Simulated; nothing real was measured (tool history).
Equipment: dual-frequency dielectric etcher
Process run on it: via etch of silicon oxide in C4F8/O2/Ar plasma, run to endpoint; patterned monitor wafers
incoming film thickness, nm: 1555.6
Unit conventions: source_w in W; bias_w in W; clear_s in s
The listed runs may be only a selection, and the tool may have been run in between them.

Run 1, hour 0.0: source_w 2150 W, bias_w 1482 W. Result: clear_s 343.42 s.
Run 2, hour 1.9: source_w 2150 W, bias_w 1634 W. Result: clear_s 334.13 s.
Run 3, hour 6.6: source_w 1940 W, bias_w 1634 W. Result: clear_s 347.43 s.
Run 4, hour 7.7: source_w 1670 W, bias_w 1634 W. Result: clear_s 365.88 s.
Run 5, hour 16.3: source_w 1670 W, bias_w 1538 W. Result: clear_s 371.13 s.
Run 6, hour 17.0: source_w 1470 W, bias_w 1538 W. Result: clear_s 388.92 s.
Run 7, hour 23.0: source_w 1660 W, bias_w 1563 W. Result: clear_s 370.59 s.
Run 8, hour 29.4: source_w 1820 W, bias_w 1587 W. Result: clear_s 356.90 s.
Run 9, hour 38.5: source_w 1820 W, bias_w 1587 W. Result: clear_s 359.43 s.
Run 10, hour 42.0: source_w 1960 W, bias_w 1607 W. Result: clear_s 347.19 s.
Run 11, hour 46.5: source_w 2070 W, bias_w 1622 W. Result: clear_s 341.51 s.
Run 12, hour 51.8: source_w 2170 W, bias_w 1640 W. Result: clear_s 333.09 s.

Expected results for the next run?
Run 13, hour 54.7: source_w 2250 W, bias_w 1653 W. Result: clear_s ?.

{"run 13": {"clear_s": 328.84}}
